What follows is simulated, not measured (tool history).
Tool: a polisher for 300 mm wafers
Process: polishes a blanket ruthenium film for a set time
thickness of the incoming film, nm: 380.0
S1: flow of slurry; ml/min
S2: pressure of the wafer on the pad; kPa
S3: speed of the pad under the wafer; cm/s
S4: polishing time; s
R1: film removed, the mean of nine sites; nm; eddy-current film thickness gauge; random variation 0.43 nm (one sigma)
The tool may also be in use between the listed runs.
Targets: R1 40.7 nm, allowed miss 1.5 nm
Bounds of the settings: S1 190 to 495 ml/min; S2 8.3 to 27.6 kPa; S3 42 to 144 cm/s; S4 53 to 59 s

run,day,S1,S2,S3,S4,R1
1,0,320,17.9,92,59,65.289
2,0.183,320,17.9,70,59,53.634
3,0.496,320,17.2,70,59,53.029
4,0.688,320,16.5,70,59,51.401
5,1.029,275,16.5,70,59,51.514
6,1.325,275,15.9,70,59,48.37
7,1.483,275,15.2,70,59,46.983
8,1.538,275,14.5,70,59,44.421
9,1.721,275,13.8,70,59,43.324

Which of these 5 next moves meets every target?
A,1.904,355,9,124,57,?
B,1.904,250,16.5,66,57,?
C,1.904,265,15.2,74,57,?
D,1.904,275,11.7,76,59,?
E,1.904,300,12.4,90,58,?

move,R1
A,45.154
B,45.699
C,46.06
D,39.479
E,46.037
A: further off than the last run
B: further off than the last run
C: further off than the last run
D: meets every target
E: further off than the last run
The right move is D.
